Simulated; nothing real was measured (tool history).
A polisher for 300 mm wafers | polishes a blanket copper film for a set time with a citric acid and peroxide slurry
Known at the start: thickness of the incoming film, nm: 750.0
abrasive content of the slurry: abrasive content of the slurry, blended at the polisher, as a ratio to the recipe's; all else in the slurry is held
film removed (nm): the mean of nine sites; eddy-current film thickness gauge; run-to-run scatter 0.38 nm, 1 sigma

run  hour  flow of slurry (ml/min)  pressure of the wafer on the pad (psi)  speed of the pad under the wafer (m/s)  abrasive content of the slurry  polishing time (s)  film removed (nm)
  1     0                      125                                     3.7                                    0.92                               1                  39             91.604
  2   2.3                      120                                     3.4                                    0.88                               1                  39             80.194
  3   5.2                      120                                     2.5                                    0.88                               1                  39             59.599
  4   7.7                      120                                     2.5                                    0.88                            1.15                  39             60.673
  5  12.6                      120                                     2.5                                    0.88                             1.3                  39             62.217
  6  13.3                      120                                     2.4                                    0.86                             1.3                  39             58.268
  7    21                      120                                     2.3                                    0.84                             1.3                  39             55.259
     27.8  -- slurry nozzle cleaned
  8  27.8                      120                                     2.2                                    0.82                             1.3                  39             58.923
  9  31.4                      115                                     2.1                                    0.76                             1.2                  38             49.808
 10  36.4                      115                                       2                                    0.74                             1.2                  38             45.867
 11  40.7                       95                                     1.7                                    0.66                             1.2                  38             33.926
 12  47.2                      105                                     1.7                                    0.66                             1.2                  38             35.702
 13  55.7                      105                                     1.7                                    0.66                             1.2                  38             34.239
 14  56.9                      110                                     1.7                                    0.66                             1.2                  38             34.499
 15  64.2                      130                                     1.9                                    0.66                             1.2                  38             40.475

Run 16 comes next. What will it give?
 16  71.2                      125                                     1.9                                    0.66                             1.2                  38                  ?

{"run 16": {"film removed (nm)": 40.367}}
